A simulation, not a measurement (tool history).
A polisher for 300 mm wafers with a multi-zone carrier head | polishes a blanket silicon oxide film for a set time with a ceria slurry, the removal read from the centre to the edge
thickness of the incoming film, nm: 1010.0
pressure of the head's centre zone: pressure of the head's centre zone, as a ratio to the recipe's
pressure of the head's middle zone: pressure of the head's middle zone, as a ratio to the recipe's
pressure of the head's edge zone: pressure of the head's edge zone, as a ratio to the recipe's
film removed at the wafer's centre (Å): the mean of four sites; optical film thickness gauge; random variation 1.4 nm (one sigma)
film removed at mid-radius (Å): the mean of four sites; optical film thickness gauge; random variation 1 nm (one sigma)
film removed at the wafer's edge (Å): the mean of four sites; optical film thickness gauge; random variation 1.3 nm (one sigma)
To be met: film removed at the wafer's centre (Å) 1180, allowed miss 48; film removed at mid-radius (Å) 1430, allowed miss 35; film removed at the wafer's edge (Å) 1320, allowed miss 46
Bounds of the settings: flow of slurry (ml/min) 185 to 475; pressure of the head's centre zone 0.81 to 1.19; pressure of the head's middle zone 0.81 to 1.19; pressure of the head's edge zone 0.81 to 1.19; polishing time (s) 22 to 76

run,day,flow of slurry (ml/min),pressure of the head's centre zone,pressure of the head's middle zone,pressure of the head's edge zone,polishing time (s),film removed at the wafer's centre (Å),film removed at mid-radius (Å),film removed at the wafer's edge (Å)
1,0,305,1,1,1,49,2346.6,2366.4,2399.7
2,0.108,305,1.06,1,1,49,2505.1,2358.6,2385.3
3,0.362,305,1.06,1,1,56,2879.9,2682.1,2780.5
4,0.733,305,1.06,1,1,44,2268.7,2151.5,2168.1
5,0.9,275,1.06,1,1,44,2226.9,2103.7,2157.8
6,0.967,275,1.06,1,0.96,44,2240.1,2106.5,2081.4
7,1.125,240,0.96,0.99,0.86,30,1347.7,1407,1376
8,1.288,235,0.94,1.01,0.85,30,1327.3,1428.3,1339
9,1.388,230,0.92,1.02,0.86,30,1321.4,1429.8,1356.2
10,1.658,235,0.89,1.03,0.86,30,1246,1460.1,1380.3
11,1.867,230,0.88,1.03,0.85,30,1232.1,1437.7,1383.2
12,2,225,0.88,1.04,0.84,30,1214.2,1479.8,1359.9
13,2.267,220,0.88,1.04,0.83,30,1246.1,1473.5,1341.2

Which of these 5 next moves meets every target?
A,2.533,210,0.92,1.02,0.94,30,?,?,?
B,2.533,215,0.96,1.05,0.81,29,?,?,?
C,2.533,200,0.94,1.01,0.82,31,?,?,?
D,2.533,210,0.88,1.07,0.86,29,?,?,?
E,2.533,190,0.93,1.11,0.81,31,?,?,?

move,film removed at the wafer's centre (Å),film removed at mid-radius (Å),film removed at the wafer's edge (Å)
A,1298.2,1432.7,1395.7
B,1313.1,1422.2,1285.7
C,1364.4,1462.1,1374.1
D,1200.3,1442.9,1308.5
E,1344.1,1577.5,1362.4
A: further off than the last run
B: further off than the last run
C: further off than the last run
D: meets every target
E: further off than the last run
Answer: D
